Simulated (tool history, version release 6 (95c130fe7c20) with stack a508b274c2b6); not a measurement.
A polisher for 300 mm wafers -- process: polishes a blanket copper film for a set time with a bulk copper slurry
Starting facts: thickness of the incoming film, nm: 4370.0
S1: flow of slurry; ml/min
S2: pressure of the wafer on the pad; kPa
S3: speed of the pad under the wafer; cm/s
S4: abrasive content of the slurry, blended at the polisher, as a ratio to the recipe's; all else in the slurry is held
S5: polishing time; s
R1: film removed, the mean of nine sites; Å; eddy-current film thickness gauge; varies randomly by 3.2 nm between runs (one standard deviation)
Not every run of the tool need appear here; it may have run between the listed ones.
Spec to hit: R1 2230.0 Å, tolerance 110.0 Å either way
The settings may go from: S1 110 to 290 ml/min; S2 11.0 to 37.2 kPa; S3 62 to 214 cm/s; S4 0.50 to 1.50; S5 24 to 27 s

{"run": 1, "day": 0.0, "S1": 185, "S2": 24.1, "S3": 138, "S4": 1.0, "S5": 27, "R1": 4029.3}
{"run": 2, "day": 0.054, "S1": 185, "S2": 21.4, "S3": 136, "S4": 1.0, "S5": 27, "R1": 3406.7}
{"run": 3, "day": 0.117, "S1": 185, "S2": 21.4, "S3": 160, "S4": 1.0, "S5": 27, "R1": 4109.8}
{"run": 4, "day": 0.471, "S1": 185, "S2": 18.6, "S3": 156, "S4": 1.0, "S5": 27, "R1": 3483.6}
{"run": 5, "day": 0.746, "S1": 185, "S2": 16.5, "S3": 154, "S4": 1.0, "S5": 27, "R1": 3086.8}
{"run": 6, "day": 0.888, "S1": 185, "S2": 15.2, "S3": 152, "S4": 1.0, "S5": 27, "R1": 2808.4}
{"run": 7, "day": 1.212, "S1": 185, "S2": 14.5, "S3": 152, "S4": 1.0, "S5": 27, "R1": 2677.0}
{"run": 8, "day": 1.246, "S1": 185, "S2": 13.8, "S3": 152, "S4": 1.0, "S5": 27, "R1": 2548.7}
{"run": 9, "day": 1.412, "S1": 185, "S2": 13.1, "S3": 152, "S4": 1.0, "S5": 27, "R1": 2459.2}
{"run": 10, "day": 1.6, "S1": 185, "S2": 11.0, "S3": 150, "S4": 1.0, "S5": 27, "R1": 2018.4}

Of the 4 settings listed for the next run, only one would bring every result within its allowed miss of target. Which one?
{"run": "A", "day": 1.788, "S1": 160, "S2": 11.7, "S3": 138, "S4": 0.7, "S5": 27, "R1": "?"}
{"run": "B", "day": 1.788, "S1": 180, "S2": 16.5, "S3": 128, "S4": 0.55, "S5": 27, "R1": "?"}
{"run": "C", "day": 1.788, "S1": 145, "S2": 11.0, "S3": 170, "S4": 1.0, "S5": 24, "R1": "?"}
{"run": "D", "day": 1.788, "S1": 180, "S2": 11.0, "S3": 144, "S4": 1.2, "S5": 24, "R1": "?"}

move=A R1=1806.9
move=B R1=2271.8
move=C R1=1950.7
move=D R1=1805.7
A: lands further from the targets than the last run did
B: every result lands within tolerance
C: lands further from the targets than the last run did
D: lands further from the targets than the last run did
B is the move that brings every result within its allowed miss.

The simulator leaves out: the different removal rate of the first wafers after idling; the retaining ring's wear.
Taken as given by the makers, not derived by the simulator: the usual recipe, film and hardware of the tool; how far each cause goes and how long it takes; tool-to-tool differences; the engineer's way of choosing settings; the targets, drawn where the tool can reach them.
